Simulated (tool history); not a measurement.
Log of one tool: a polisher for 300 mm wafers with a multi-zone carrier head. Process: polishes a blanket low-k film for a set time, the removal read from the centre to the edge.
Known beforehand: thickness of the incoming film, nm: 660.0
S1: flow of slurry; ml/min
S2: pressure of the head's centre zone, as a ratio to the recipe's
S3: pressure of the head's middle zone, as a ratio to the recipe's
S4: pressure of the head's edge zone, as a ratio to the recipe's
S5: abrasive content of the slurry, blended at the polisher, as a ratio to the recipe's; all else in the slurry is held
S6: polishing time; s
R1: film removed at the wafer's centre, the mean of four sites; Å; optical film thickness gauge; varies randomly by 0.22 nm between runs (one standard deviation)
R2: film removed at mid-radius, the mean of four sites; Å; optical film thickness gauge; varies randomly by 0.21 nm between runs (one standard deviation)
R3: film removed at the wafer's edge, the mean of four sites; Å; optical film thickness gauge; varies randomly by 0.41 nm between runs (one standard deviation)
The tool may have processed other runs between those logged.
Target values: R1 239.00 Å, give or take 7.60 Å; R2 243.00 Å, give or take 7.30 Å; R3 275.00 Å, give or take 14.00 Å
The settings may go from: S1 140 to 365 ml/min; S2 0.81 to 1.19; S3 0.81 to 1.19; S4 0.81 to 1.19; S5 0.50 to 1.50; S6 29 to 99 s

run   hour   S1    S2    S3    S4    S5  S6      R1      R2      R3
  1    0.0  235  1.00  1.00  1.00  1.00  64  300.08  301.14  305.96
  2    2.3  235  1.00  1.00  0.97  1.00  64  300.45  304.19  306.02
  3    8.4  235  0.97  1.00  0.97  1.00  64  291.45  302.07  300.87
  4   11.7  230  0.95  0.98  0.97  1.00  64  281.05  293.27  299.28
  5   13.2  230  0.95  0.98  1.04  1.00  64  285.36  295.66  302.05
  6   21.2  265  0.95  0.98  1.04  1.00  64  292.19  308.04  320.77
  7   24.2  250  0.93  0.96  1.04  1.00  64  279.99  296.19  313.99
  8   25.5  240  0.92  0.95  1.03  1.00  64  280.74  289.67  306.93
  9   34.4  235  0.90  0.94  1.03  1.00  64  270.43  290.48  309.17
 10   37.0  225  0.90  0.93  1.03  1.00  64  261.22  289.21  308.95
 11   38.6  220  0.91  0.92  1.03  0.95  64  260.30  271.79  295.36
 12   44.6  210  0.91  0.91  1.03  0.95  64  258.30  266.47  299.67
 13   52.8  210  0.91  0.91  1.03  0.95  64  258.25  268.40  293.74
 14   55.7  205  0.91  0.90  1.03  0.95  64  256.66  260.98  296.83
 15   62.8  200  0.91  0.90  1.02  0.95  64  259.73  258.20  292.38
 16   66.9  195  0.90  0.90  1.02  0.95  64  252.37  262.74  295.94
 17   75.9  185  0.89  0.85  0.94  0.85  64  231.21  232.80  260.81
 18   83.6  190  0.89  0.85  0.95  0.85  64  230.01  229.84  263.56
 19   90.2  215  0.91  0.90  0.98  0.90  64  251.74  254.27  280.15
 20   97.7  210  0.91  0.90  0.98  0.90  64  250.44  256.68  285.27
      99.0  -- slurry nozzle cleaned
 21   99.0  205  0.91  0.90  0.98  0.90  64  261.04  265.53  290.03
 22  103.1  205  0.91  0.90  0.98  0.90  64  256.33  267.80  284.05
 23  108.8  205  0.91  0.89  0.98  0.90  64  259.35  260.95  292.94
 24  111.7  200  0.91  0.89  0.98  0.90  64  256.03  260.36  281.96

Pick the move, out of 5, that brings all results within their allowed miss; only one does.
  A  114.6  195  0.89  0.92  0.91  0.55  83   ?   ?   ?
  B  114.6  240  0.86  0.81  1.19  1.10  54   ?   ?   ?
  C  114.6  145  0.90  0.88  1.01  0.80  69   ?   ?   ?
  D  114.6  150  0.95  0.82  0.99  0.85  70   ?   ?   ?
  E  114.6  195  0.93  0.81  1.02  0.95  59   ?   ?   ?

move      R1      R2      R3
   A  217.58  231.88  233.75
   B  239.11  236.94  301.34
   C  242.83  248.02  275.99
   D  273.07  249.09  290.77
   E  252.80  232.16  274.88
A: moves the result that the last run missed by most past its target, out the other side
B: puts the biggest miss on target and leaves a different result outside tolerance
C: every result within its allowed miss
D: puts the biggest miss on target and leaves a different result outside tolerance
E: moves the result that the last run missed by most past its target, out the other side
Move C is the one to make.
